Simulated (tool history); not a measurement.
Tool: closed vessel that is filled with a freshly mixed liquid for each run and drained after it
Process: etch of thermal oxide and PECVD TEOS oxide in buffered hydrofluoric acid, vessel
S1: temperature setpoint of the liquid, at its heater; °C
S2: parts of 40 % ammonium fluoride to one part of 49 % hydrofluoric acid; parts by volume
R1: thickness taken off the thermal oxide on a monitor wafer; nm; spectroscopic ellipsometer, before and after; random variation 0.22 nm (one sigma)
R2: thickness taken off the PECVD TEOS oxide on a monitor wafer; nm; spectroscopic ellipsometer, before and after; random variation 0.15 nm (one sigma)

{"run": 1, "day": 0.0, "S1": 22, "S2": 17, "time in the liquid (s)": 60, "R1": 38.606, "R2": 50.852}
{"run": 2, "day": 0.058, "S1": 21.5, "S2": 17, "time in the liquid (s)": 60, "R1": 37.82, "R2": 49.774}
{"run": 3, "day": 0.171, "S1": 23.5, "S2": 17, "time in the liquid (s)": 60, "R1": 42.063, "R2": 55.477}
{"run": 4, "day": 0.321, "S1": 23.5, "S2": 21.5, "time in the liquid (s)": 60, "R1": 33.628, "R2": 43.336}
{"run": 5, "day": 0.4, "S1": 23, "S2": 21.5, "time in the liquid (s)": 60, "R1": 32.527, "R2": 42.637}
{"run": 6, "day": 0.483, "S1": 26.5, "S2": 21.5, "time in the liquid (s)": 60, "R1": 39.461, "R2": 51.164}

Forecast run 7:
{"day": 0.621, "done": "hydrofluoric acid flow meter replaced"}
{"run": 7, "day": 0.621, "S1": 26, "S2": 21.5, "time in the liquid (s)": 60, "R1": "?", "R2": "?"}

Run 7 gave R1 35.123 nm, R2 45.658 nm.
